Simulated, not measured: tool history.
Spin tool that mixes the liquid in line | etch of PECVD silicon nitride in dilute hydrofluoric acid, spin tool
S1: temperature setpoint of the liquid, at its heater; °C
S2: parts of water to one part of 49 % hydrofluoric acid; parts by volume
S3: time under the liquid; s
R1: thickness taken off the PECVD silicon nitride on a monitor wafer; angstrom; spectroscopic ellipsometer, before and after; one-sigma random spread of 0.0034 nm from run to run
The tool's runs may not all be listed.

| run | hour | S1 | S2 | S3 | R1 |
|---|---|---|---|---|---|
| 1 | 0 | 22 | 235 | 45 | 4.9522 |
| 2 | 0.8 | 18.5 | 235 | 45 | 3.8576 |
| 3 | 9 | 18.5 | 240 | 45 | 3.8373 |
| 4 | 17.4 | 18.5 | 280 | 45 | 3.2744 |
| 5 | 19.8 | 18.5 | 220 | 45 | 4.1896 |
| 6 | 24.3 | 18.5 | 220 | 25 | 2.3118 |

Run 7 is up next; what results do you expect?
| 7 | 25.7 | 19 | 220 | 25 | ? |

Run 7 came out at R1 2.3671 angstrom.

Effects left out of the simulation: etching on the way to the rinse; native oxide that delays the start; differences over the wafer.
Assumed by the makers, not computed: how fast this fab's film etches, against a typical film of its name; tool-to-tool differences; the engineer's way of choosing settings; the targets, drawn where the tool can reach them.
